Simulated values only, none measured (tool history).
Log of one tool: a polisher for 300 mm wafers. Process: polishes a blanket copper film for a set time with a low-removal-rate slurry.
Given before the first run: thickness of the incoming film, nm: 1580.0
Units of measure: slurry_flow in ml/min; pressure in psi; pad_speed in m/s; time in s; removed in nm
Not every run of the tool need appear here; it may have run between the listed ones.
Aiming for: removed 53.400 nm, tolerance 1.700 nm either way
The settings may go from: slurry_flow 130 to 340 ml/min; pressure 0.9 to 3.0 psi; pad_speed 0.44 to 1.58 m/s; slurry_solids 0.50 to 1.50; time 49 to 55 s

run	hour	slurry_flow	pressure	pad_speed	slurry_solids	time	removed
1	0.0	220	1.9	1.00	1.00	55	81.454
2	3.1	220	1.9	1.00	1.00	49	73.497
3	9.9	220	1.9	1.00	1.00	49	72.350
4	10.5	220	1.9	1.00	1.20	49	76.683
5	14.7	220	1.9	0.88	1.20	49	66.870
6	15.9	220	1.8	0.88	1.20	49	64.206
7	18.8	220	1.7	0.88	1.20	49	60.627
# hour 21.2: worn pad replaced by a new one
8	21.2	215	1.6	0.88	1.20	49	61.621
9	27.7	215	1.1	0.86	1.20	49	42.506
10	33.7	215	1.2	0.86	1.20	49	44.613
11	40.3	215	1.3	0.86	1.20	49	48.888
12	45.5	215	1.3	0.86	1.20	49	49.666

4 candidate next runs follow, results not yet known. Just one meets every target within its allowed miss. Identify it.
A	50.7	145	1.2	1.02	1.15	50	?
B	50.7	235	1.4	0.84	1.25	49	?
C	50.7	190	1.4	0.76	1.15	54	?
D	50.7	230	1.4	0.80	1.15	50	?

move	removed
A	50.340
B	52.255
C	49.675
D	49.577
A: nearer the targets than the last run, but a result is still out of spec
B: in spec on every target
C: about as far from the targets as the last run
D: about as far from the targets as the last run
Go with B: it meets all targets.
